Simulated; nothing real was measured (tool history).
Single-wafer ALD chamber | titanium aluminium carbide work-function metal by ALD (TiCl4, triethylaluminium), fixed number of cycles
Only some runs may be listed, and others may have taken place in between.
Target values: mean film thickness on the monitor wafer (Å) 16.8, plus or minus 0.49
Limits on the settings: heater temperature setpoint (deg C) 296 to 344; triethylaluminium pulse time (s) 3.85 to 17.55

run  hour  heater temperature setpoint (deg C)  triethylaluminium pulse time (s)  mean film thickness on the monitor wafer (Å)
  1     0                                  320                              10.7                                        20.041
  2   7.9                                  320                               9.6                                        19.815
  3   9.2                                  315                              8.34                                        18.867
  4  13.4                                  315                              5.69                                        16.132
  5  20.2                                  315                              3.85                                        11.495
  6  26.3                                  312                              4.43                                        13.258
  7  32.8                                  311                              4.95                                        14.462
  8  39.6                                  309                              8.37                                        18.208
  9  42.5                                  309                              8.12                                        18.157
 10    43                                  310                              7.92                                        18.053
 11  46.3                                  311                              7.79                                        18.148
 12  54.4                                  311                              7.79                                        18.221
 13  56.9                                  299                              4.72                                        13.199
 14  63.1                                  300                               5.3                                        14.318
 15  71.1                                  300                              5.72                                        15.185
 16  78.8                                  300                              5.98                                        15.492
 17  79.9                                  300                              6.19                                        15.721
 18  81.8                                  300                              6.36                                        15.964
 19  90.7                                  300                              6.49                                        16.277
 20    96                                  300                              6.57                                        16.162

Exactly one of the 5 candidate moves below puts every result within its allowed miss. Which one?
  A  101.3                                  298                              5.66                                             ?
  B  101.3                                  299                              5.95                                             ?
  C  101.3                                  299                              5.84                                             ?
  D  101.3                                  303                              6.76                                             ?
  E  101.3                                  296                              6.27                                             ?

move  mean film thickness on the monitor wafer (Å)
   A                                         14.97
   B                                        15.472
   C                                        15.314
   D                                        16.744
   E                                         15.67
A: lands further from the targets than the last run did
B: lands further from the targets than the last run did
C: lands further from the targets than the last run did
D: hits every target within its allowed miss
E: lands further from the targets than the last run did
Correct choice: D, which meets every target

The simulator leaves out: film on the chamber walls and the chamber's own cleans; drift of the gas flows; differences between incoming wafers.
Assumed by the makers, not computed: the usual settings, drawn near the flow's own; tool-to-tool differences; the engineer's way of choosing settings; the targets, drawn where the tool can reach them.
